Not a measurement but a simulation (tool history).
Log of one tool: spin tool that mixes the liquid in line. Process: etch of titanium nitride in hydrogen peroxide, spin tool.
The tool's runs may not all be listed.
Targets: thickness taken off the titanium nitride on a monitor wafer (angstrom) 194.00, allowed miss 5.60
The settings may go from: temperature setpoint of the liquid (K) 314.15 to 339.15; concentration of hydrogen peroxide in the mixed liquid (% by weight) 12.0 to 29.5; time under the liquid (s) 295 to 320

run  hour  temperature setpoint of the liquid (K)  concentration of hydrogen peroxide in the mixed liquid (% by weight)  time under the liquid (s)  thickness taken off the titanium nitride on a monitor wafer (angstrom)
  1   0.0                                  330.15                                                                  20.0                        295                                                                  272.69
  2   1.6                                  329.65                                                                  20.0                        295                                                                  262.66
  3   8.5                                  329.15                                                                  20.0                        295                                                                  253.91
  4  15.9                                  329.15                                                                  23.5                        295                                                                  258.69
  5  19.2                                  329.15                                                                  27.0                        295                                                                  269.48
  6  27.1                                  328.65                                                                  27.0                        295                                                                  262.61
  7  35.4                                  328.15                                                                  27.0                        295                                                                  250.63
  8  38.9                                  327.65                                                                  27.0                        295                                                                  243.66
  9  39.8                                  327.15                                                                  27.0                        295                                                                  232.16
 10  46.2                                  326.65                                                                  27.0                        295                                                                  225.60
 11  49.8                                  325.15                                                                  27.0                        295                                                                  201.36

4 next moves are on the table. One of them brings every result within its allowed miss. Which?
  A  53.4                                  325.15                                                                  27.5                        300                                                                       ?
  B  53.4                                  325.15                                                                  27.0                        305                                                                       ?
  C  53.4                                  323.15                                                                  29.5                        320                                                                       ?
  D  53.4                                  323.65                                                                  27.5                        295                                                                       ?

move  thickness taken off the titanium nitride on a monitor wafer (angstrom)
   A                                                                  205.47
   B                                                                  208.06
   C                                                                  192.83
   D                                                                  181.45
A: further off than the last run
B: further off than the last run
C: meets every target
D: takes the result that was furthest off past its target
Move C is the one to make.

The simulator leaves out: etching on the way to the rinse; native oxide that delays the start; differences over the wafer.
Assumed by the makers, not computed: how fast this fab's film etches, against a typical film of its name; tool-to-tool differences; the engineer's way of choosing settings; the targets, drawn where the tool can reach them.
